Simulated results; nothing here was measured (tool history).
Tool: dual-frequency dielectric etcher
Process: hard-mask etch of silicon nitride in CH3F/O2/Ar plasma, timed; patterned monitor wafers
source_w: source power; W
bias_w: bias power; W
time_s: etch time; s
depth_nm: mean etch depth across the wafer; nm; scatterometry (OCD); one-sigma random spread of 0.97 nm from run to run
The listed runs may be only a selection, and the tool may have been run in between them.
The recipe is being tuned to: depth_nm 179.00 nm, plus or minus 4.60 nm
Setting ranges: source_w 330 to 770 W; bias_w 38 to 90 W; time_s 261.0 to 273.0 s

run 1 day=0.000 | source_w=550 bias_w=64 time_s=261.0 | depth_nm=202.70
run 2 day=0.071 | source_w=530 bias_w=63 time_s=261.0 | depth_nm=199.47
run 3 day=0.217 | source_w=530 bias_w=55 time_s=261.0 | depth_nm=190.81
run 4 day=0.508 | source_w=530 bias_w=55 time_s=273.0 | depth_nm=200.91
run 5 day=0.546 | source_w=530 bias_w=55 time_s=261.0 | depth_nm=191.92
run 6 day=0.629 | source_w=520 bias_w=55 time_s=261.0 | depth_nm=189.78
run 7 day=0.842 | source_w=510 bias_w=55 time_s=261.0 | depth_nm=188.67
run 8 day=1.196 | source_w=500 bias_w=55 time_s=261.0 | depth_nm=187.30
run 9 day=1.450 | source_w=490 bias_w=55 time_s=261.0 | depth_nm=186.17
run 10 day=1.612 | source_w=480 bias_w=55 time_s=261.0 | depth_nm=185.56
run 11 day=1.858 | source_w=470 bias_w=55 time_s=261.0 | depth_nm=185.44
run 12 day=2.054 | source_w=460 bias_w=55 time_s=261.0 | depth_nm=185.24

Which of these 4 next moves meets every target?
run A day=2.250 | source_w=660 bias_w=49 time_s=263.5 | depth_nm=?
run B day=2.250 | source_w=370 bias_w=50 time_s=270.0 | depth_nm=?
run C day=2.250 | source_w=460 bias_w=59 time_s=261.0 | depth_nm=?
run D day=2.250 | source_w=500 bias_w=52 time_s=273.0 | depth_nm=?

move=A depth_nm=195.04
move=B depth_nm=179.42
move=C depth_nm=191.92
move=D depth_nm=194.60
A: lands further from the targets than the last run did
B: all results land within tolerance of their targets
C: lands further from the targets than the last run did
D: lands further from the targets than the last run did
B is the move that brings every result within its allowed miss.

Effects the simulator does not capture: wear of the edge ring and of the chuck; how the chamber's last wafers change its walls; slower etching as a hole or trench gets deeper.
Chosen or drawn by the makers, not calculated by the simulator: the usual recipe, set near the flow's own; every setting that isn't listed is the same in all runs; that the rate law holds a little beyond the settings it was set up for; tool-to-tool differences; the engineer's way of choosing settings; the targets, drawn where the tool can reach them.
